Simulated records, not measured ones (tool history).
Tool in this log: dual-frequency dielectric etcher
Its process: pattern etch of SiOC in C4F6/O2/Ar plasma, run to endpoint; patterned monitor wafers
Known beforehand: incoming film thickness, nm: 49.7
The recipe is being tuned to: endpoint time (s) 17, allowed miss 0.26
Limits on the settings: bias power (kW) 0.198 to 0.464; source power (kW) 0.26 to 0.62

run    day  bias power (kW)  source power (kW)  endpoint time (s)
  1      0            0.331               0.44             18.488
  2  0.196            0.331               0.38             19.549
  3  0.312             0.36               0.38             18.956
  4  0.579             0.36               0.32              20.45
  5   0.65            0.305               0.32             21.794
  6  0.942            0.272               0.32             23.154
  7  1.221            0.317               0.33             21.241
  8  1.533            0.317               0.33             21.073
  9  1.725            0.351               0.34             19.954
 10  1.983            0.377               0.34             19.385

Exactly one of the 4 candidate moves below puts every result within its allowed miss. Which one?
  A  2.242            0.294               0.28                  ?
  B  2.242            0.462               0.47                  ?
  C  2.242             0.42               0.42                  ?
  D  2.242            0.277               0.31                  ?

move  endpoint time (s)
   A             23.228
   B             15.499
   C             16.875
   D             22.861
A: its largest miss is bigger than the last run's
B: the result that was furthest off in the last run now lies on the other side of its target
C: every result within its allowed miss
D: its largest miss is bigger than the last run's
Go with C: it meets all targets.
